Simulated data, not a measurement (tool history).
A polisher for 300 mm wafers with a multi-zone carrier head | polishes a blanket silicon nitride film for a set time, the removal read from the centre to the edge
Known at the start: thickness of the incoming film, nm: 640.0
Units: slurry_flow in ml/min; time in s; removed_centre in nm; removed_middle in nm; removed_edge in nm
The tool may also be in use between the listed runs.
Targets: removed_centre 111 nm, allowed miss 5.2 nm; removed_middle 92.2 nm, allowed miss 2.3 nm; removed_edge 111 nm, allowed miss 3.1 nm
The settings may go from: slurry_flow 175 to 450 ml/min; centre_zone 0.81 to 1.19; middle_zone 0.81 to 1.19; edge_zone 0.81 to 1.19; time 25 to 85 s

Run 1, hour 0: slurry_flow 290 ml/min, centre_zone 1, middle_zone 1, edge_zone 1, time 55 s. Result: removed_centre 102.85 nm, removed_middle 99.61 nm, removed_edge 99.46 nm.
Run 2, hour 5.5: slurry_flow 290 ml/min, centre_zone 1.01, middle_zone 0.97, edge_zone 1.04, time 55 s. Result: removed_centre 100.87 nm, removed_middle 96.127 nm, removed_edge 101.55 nm.
Run 3, hour 6.2: slurry_flow 290 ml/min, centre_zone 1.07, middle_zone 0.97, edge_zone 1.04, time 55 s. Result: removed_centre 103.32 nm, removed_middle 97.174 nm, removed_edge 101.68 nm.
Run 4, hour 11.9: slurry_flow 295 ml/min, centre_zone 1.09, middle_zone 0.94, edge_zone 1.05, time 56 s. Result: removed_centre 111.16 nm, removed_middle 96.983 nm, removed_edge 104.88 nm.
Run 5, hour 16.4: slurry_flow 295 ml/min, centre_zone 1.09, middle_zone 1.01, edge_zone 1.05, time 56 s. Result: removed_centre 110.21 nm, removed_middle 103.13 nm, removed_edge 103.79 nm.
Run 6, hour 20.2: slurry_flow 295 ml/min, centre_zone 1.09, middle_zone 1.01, edge_zone 0.99, time 56 s. Result: removed_centre 109.94 nm, removed_middle 102.7 nm, removed_edge 101.17 nm.
Run 7, hour 20.7: slurry_flow 290 ml/min, centre_zone 1.09, middle_zone 0.97, edge_zone 1.02, time 56 s. Result: removed_centre 109.41 nm, removed_middle 99.19 nm, removed_edge 102.62 nm.
Run 8, hour 27.8: slurry_flow 290 ml/min, centre_zone 1.09, middle_zone 0.94, edge_zone 1.04, time 56 s. Result: removed_centre 108.63 nm, removed_middle 95.873 nm, removed_edge 104.35 nm.

5 next moves are on the table. One of them brings every result within its allowed miss. Which?
Run A, hour 34.9: slurry_flow 265 ml/min, centre_zone 1.08, middle_zone 0.94, edge_zone 1.12, time 58 s. Result: removed_centre ?, removed_middle ?, removed_edge ?.
Run B, hour 34.9: slurry_flow 295 ml/min, centre_zone 1.06, middle_zone 0.86, edge_zone 1.09, time 58 s. Result: removed_centre ?, removed_middle ?, removed_edge ?.
Run C, hour 34.9: slurry_flow 375 ml/min, centre_zone 0.97, middle_zone 0.84, edge_zone 1.05, time 61 s. Result: removed_centre ?, removed_middle ?, removed_edge ?.
Run D, hour 34.9: slurry_flow 305 ml/min, centre_zone 1.12, middle_zone 0.83, edge_zone 1.05, time 55 s. Result: removed_centre ?, removed_middle ?, removed_edge ?.
Run E, hour 34.9: slurry_flow 315 ml/min, centre_zone 1.05, middle_zone 0.86, edge_zone 1.01, time 57 s. Result: removed_centre ?, removed_middle ?, removed_edge ?.

move  removed_centre  removed_middle  removed_edge
   A          109.72          98.227        110.37
   B          109.92          92.948        110.46
   C           110.1          99.243        116.97
   D           110.6          86.041        103.25
   E          108.25          92.297        105.33
A: brings the result that was furthest off to its target, and leaves another outside
B: meets every target
C: takes the result that was furthest off past its target
D: further off than the last run
E: nearer than the last run, and not there yet
Move B is the one to make.
